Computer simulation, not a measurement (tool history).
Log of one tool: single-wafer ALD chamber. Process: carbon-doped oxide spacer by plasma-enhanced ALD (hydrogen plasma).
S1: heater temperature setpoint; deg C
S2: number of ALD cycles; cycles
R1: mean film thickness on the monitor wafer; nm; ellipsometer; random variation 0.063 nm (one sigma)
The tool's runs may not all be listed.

run,hour,S1,S2,R1
1,0.0,425,483,22.465
2,5.0,426,479,22.287
3,13.8,419,479,22.952
4,20.6,411,479,23.483
5,27.9,411,510,25.092
6,32.3,411,480,23.636
7,35.6,411,480,23.550
8,40.3,413,476,22.993
9,46.4,415,473,23.050
10,54.3,417,469,22.618
11,59.8,419,466,22.257
12,65.3,421,464,22.009
13,72.2,423,462,21.790
14,75.9,424,460,21.516
15,85.7,425,459,21.339
16,92.0,426,458,21.313
17,94.9,427,457,21.144
18,98.6,428,456,21.150
19,102.4,429,455,20.941

Run 20 comes next. What will it give?
20,104.9,430,454,?

R1: 20.918 nm
